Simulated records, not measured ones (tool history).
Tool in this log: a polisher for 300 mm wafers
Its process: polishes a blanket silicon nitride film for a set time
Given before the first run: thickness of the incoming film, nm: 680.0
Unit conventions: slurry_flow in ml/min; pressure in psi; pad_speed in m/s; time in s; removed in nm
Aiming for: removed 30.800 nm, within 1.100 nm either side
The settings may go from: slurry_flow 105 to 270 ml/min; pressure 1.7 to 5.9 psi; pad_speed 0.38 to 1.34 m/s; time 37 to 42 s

run  hour  slurry_flow  pressure  pad_speed  time  removed
  1   0.0          175       3.8       0.86    42   60.410
  2   3.7          175       3.5       0.84    42   55.997
  3   7.0          175       3.3       0.82    42   50.725
  4  10.7          175       2.9       0.82    42   46.691
  5  12.0          175       2.9       0.82    37   41.351
  6  12.7          175       2.8       0.82    37   40.278
  7  15.0          175       2.7       0.82    37   40.161
  8  21.5          165       1.7       0.80    37   28.740

5 candidate next runs follow, results not yet known. Just one meets every target within its allowed miss. Identify it.
  A  28.0          160       2.1       0.82    37        ?
  B  28.0          145       1.8       0.60    42        ?
  C  28.0          185       1.7       0.80    39        ?
  D  28.0          170       2.0       0.74    41        ?
  E  28.0          165       1.9       0.72    37        ?

move  removed
   A   33.290
   B   26.513
   C   30.613
   D   33.128
   E   28.255
A: takes the biggest miss from the last run beyond its target
B: further off than the last run
C: every result lands within tolerance
D: takes the biggest miss from the last run beyond its target
E: further off than the last run
Answer: C
